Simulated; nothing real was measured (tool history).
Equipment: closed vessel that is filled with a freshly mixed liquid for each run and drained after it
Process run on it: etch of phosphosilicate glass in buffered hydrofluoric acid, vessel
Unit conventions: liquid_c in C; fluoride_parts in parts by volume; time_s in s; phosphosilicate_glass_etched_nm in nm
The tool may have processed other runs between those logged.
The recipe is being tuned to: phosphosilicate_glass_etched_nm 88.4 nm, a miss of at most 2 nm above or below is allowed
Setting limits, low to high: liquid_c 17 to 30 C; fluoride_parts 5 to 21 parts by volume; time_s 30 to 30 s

| run | hour | liquid_c | fluoride_parts | time_s | phosphosilicate_glass_etched_nm |
|---|---|---|---|---|---|
| 1 | 0 | 22 | 13 | 30 | 84.299 |
| 2 | 8.1 | 22 | 9.5 | 30 | 111.12 |
| 3 | 16.5 | 22 | 9.5 | 30 | 112.16 |
| 4 | 25.6 | 22 | 13 | 30 | 84.573 |
| 5 | 34.2 | 22 | 13 | 30 | 84.978 |
| 6 | 42.5 | 22 | 16.5 | 30 | 67.141 |
| 7 | 45 | 23.5 | 16.5 | 30 | 72.073 |
| 8 | 45.9 | 24.5 | 16.5 | 30 | 77.405 |
| 9 | 49 | 25 | 16.5 | 30 | 78.381 |
| 10 | 56.1 | 25.5 | 16.5 | 30 | 80.962 |
| 11 | 63.6 | 26 | 16.5 | 30 | 83.173 |
| 12 | 67.8 | 26.5 | 16.5 | 30 | 85.268 |
| 13 | 71.6 | 26.5 | 16.5 | 30 | 85.437 |

Below are 4 possible settings for the next run. Only one of them brings all results inside the allowed miss of their targets. Which is it?
| A | 75.4 | 28.5 | 16.5 | 30 | ? |
| B | 75.4 | 26 | 15.5 | 30 | ? |
| C | 75.4 | 26 | 16.5 | 30 | ? |
| D | 75.4 | 30 | 18 | 30 | ? |

| move | phosphosilicate_glass_etched_nm |
|---|---|
| A | 94.568 |
| B | 87.965 |
| C | 82.73 |
| D | 93.999 |
A: the result that was furthest off in the last run now lies on the other side of its target
B: hits every target within its allowed miss
C: misses by more than the last run did
D: the result that was furthest off in the last run now lies on the other side of its target
The right move is B.
